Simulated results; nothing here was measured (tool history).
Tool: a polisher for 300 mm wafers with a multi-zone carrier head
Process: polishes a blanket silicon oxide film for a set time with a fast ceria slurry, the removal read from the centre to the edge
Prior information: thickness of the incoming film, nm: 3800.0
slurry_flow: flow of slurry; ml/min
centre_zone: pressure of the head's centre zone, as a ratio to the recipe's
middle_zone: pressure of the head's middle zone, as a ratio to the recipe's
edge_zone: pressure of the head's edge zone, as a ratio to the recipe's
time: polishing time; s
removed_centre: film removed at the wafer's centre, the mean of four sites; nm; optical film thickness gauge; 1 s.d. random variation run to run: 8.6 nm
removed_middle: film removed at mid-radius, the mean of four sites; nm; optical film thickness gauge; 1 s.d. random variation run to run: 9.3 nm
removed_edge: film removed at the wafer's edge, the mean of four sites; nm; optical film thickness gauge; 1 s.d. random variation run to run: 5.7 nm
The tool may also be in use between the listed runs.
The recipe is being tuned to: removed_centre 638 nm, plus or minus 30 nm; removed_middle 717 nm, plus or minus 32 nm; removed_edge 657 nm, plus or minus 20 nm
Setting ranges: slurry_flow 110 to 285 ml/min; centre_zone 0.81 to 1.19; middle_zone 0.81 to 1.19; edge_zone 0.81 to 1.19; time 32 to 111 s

| run | hour | slurry_flow | centre_zone | middle_zone | edge_zone | time | removed_centre | removed_middle | removed_edge |
|---|---|---|---|---|---|---|---|---|---|
| 1 | 0 | 180 | 1 | 1 | 1 | 71 | 1017.5 | 1049.3 | 1005.5 |
| 2 | 2.8 | 175 | 0.97 | 1 | 0.97 | 64 | 878.06 | 924.68 | 899.75 |
| 3 | 9.3 | 175 | 0.96 | 1.02 | 0.94 | 59 | 784.32 | 859.04 | 816 |
| 4 | 10.3 | 175 | 1.01 | 1.02 | 0.94 | 59 | 810.8 | 867.23 | 822.18 |
| 5 | 13.3 | 170 | 1.01 | 1.03 | 0.91 | 56 | 801.12 | 811 | 759.01 |
| 6 | 20.8 | 170 | 1.01 | 1.03 | 0.97 | 56 | 797.39 | 815.6 | 796.48 |
| 7 | 26.9 | 160 | 0.99 | 1.03 | 0.93 | 54 | 759.39 | 804.26 | 733.31 |
| 8 | 30.6 | 130 | 0.89 | 0.94 | 0.9 | 50 | 600.55 | 642.1 | 650.65 |
| 9 | 39.4 | 140 | 0.9 | 0.96 | 0.89 | 50 | 613.08 | 668.99 | 657.41 |

Which single option among these 5 for the next run brings every result within its allowed miss of target? Just one does.
| A | 48.2 | 115 | 0.84 | 1 | 0.87 | 53 | ? | ? | ? |
| B | 48.2 | 170 | 0.91 | 0.82 | 0.87 | 50 | ? | ? | ? |
| C | 48.2 | 150 | 0.98 | 0.92 | 0.92 | 48 | ? | ? | ? |
| D | 48.2 | 140 | 0.94 | 1.02 | 0.86 | 51 | ? | ? | ? |
| E | 48.2 | 115 | 0.92 | 0.89 | 0.99 | 49 | ? | ? | ? |

| move | removed_centre | removed_middle | removed_edge |
|---|---|---|---|
| A | 561.76 | 707.93 | 673.2 |
| B | 625.14 | 610.81 | 671.95 |
| C | 631.68 | 630.72 | 650.67 |
| D | 634.69 | 721.64 | 663.31 |
| E | 568.84 | 593.37 | 661.97 |
A: gets the furthest-off result to its target, but another result is out of tolerance
B: lands further from the targets than the last run did
C: lands further from the targets than the last run did
D: meets every target
E: lands further from the targets than the last run did
D meets every target.

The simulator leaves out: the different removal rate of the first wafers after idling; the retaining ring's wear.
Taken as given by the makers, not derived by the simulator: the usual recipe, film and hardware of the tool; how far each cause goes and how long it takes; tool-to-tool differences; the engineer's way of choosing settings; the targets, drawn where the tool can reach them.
